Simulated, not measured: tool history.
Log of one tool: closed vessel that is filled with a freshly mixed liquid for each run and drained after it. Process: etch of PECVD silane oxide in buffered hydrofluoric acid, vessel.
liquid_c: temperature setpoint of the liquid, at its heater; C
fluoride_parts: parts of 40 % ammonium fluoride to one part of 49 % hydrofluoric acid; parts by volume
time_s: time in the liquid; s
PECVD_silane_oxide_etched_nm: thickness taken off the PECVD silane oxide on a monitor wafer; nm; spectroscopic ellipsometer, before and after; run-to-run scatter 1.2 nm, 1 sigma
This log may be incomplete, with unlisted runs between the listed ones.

run 1 hour=0 | liquid_c=23 fluoride_parts=11 time_s=95 | PECVD_silane_oxide_etched_nm=318.01
run 2 hour=5.4 | liquid_c=23 fluoride_parts=11 time_s=100 | PECVD_silane_oxide_etched_nm=334.66
run 3 hour=13.1 | liquid_c=22 fluoride_parts=11 time_s=100 | PECVD_silane_oxide_etched_nm=312.64
run 4 hour=16.8 | liquid_c=21.5 fluoride_parts=11 time_s=100 | PECVD_silane_oxide_etched_nm=306.7
run 5 hour=17.7 | liquid_c=21 fluoride_parts=11 time_s=100 | PECVD_silane_oxide_etched_nm=298.23
run 6 hour=26.5 | liquid_c=21 fluoride_parts=8.5 time_s=100 | PECVD_silane_oxide_etched_nm=370.9

Estimate the outcome of run 7 from the log above:
run 7 hour=33.4 | liquid_c=20.5 fluoride_parts=9 time_s=100 | PECVD_silane_oxide_etched_nm=?

Run 7 gave PECVD_silane_oxide_etched_nm 342.38 nm.

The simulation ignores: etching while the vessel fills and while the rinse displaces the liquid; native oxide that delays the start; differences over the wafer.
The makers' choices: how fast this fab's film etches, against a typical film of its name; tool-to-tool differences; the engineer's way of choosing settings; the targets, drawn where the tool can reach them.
